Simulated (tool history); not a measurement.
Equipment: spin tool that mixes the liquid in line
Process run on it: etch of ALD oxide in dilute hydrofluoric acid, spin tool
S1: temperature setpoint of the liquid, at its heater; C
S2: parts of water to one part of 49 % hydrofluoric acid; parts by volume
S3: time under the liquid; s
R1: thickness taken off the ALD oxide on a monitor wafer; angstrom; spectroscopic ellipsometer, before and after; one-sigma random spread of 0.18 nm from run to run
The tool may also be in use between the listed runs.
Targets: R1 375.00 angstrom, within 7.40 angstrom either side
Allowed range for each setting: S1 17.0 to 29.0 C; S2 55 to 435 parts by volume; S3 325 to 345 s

Run 1, hour 0.0: S1 21.0 C, S2 245 parts by volume, S3 325 s. Result: R1 172.50 angstrom.
Run 2, hour 4.2: S1 21.0 C, S2 210 parts by volume, S3 325 s. Result: R1 209.19 angstrom.
Run 3, hour 13.1: S1 23.0 C, S2 195 parts by volume, S3 325 s. Result: R1 244.32 angstrom.
Run 4, hour 17.9: S1 24.5 C, S2 195 parts by volume, S3 325 s. Result: R1 261.27 angstrom.
Run 5, hour 26.3: S1 26.0 C, S2 185 parts by volume, S3 325 s. Result: R1 293.77 angstrom.
Run 6, hour 27.6: S1 26.0 C, S2 185 parts by volume, S3 325 s. Result: R1 293.92 angstrom.
Run 7, hour 32.1: S1 27.0 C, S2 180 parts by volume, S3 325 s. Result: R1 313.25 angstrom.
Run 8, hour 33.3: S1 27.5 C, S2 175 parts by volume, S3 325 s. Result: R1 331.53 angstrom.
Run 9, hour 34.9: S1 27.5 C, S2 175 parts by volume, S3 325 s. Result: R1 330.64 angstrom.
Run 10, hour 37.1: S1 28.0 C, S2 170 parts by volume, S3 325 s. Result: R1 347.86 angstrom.
Run 11, hour 39.0: S1 28.5 C, S2 170 parts by volume, S3 325 s. Result: R1 355.15 angstrom.

Exactly one of the 5 candidate moves below puts every result within its allowed miss. Which one?
Run A, hour 40.9: S1 29.0 C, S2 175 parts by volume, S3 330 s. Result: R1 ?.
Run B, hour 40.9: S1 28.5 C, S2 185 parts by volume, S3 325 s. Result: R1 ?.
Run C, hour 40.9: S1 29.0 C, S2 180 parts by volume, S3 345 s. Result: R1 ?.
Run D, hour 40.9: S1 29.0 C, S2 170 parts by volume, S3 335 s. Result: R1 ?.
Run E, hour 40.9: S1 26.5 C, S2 165 parts by volume, S3 345 s. Result: R1 ?.

move      R1
   A  357.20
   B  322.92
   C  360.82
   D  375.60
   E  366.18
A: closes in on the targets versus the last run, not all within tolerance yet
B: misses by more than the last run did
C: closes in on the targets versus the last run, not all within tolerance yet
D: each result inside its tolerance
E: closes in on the targets versus the last run, not all within tolerance yet
D is the move that brings every result within its allowed miss.
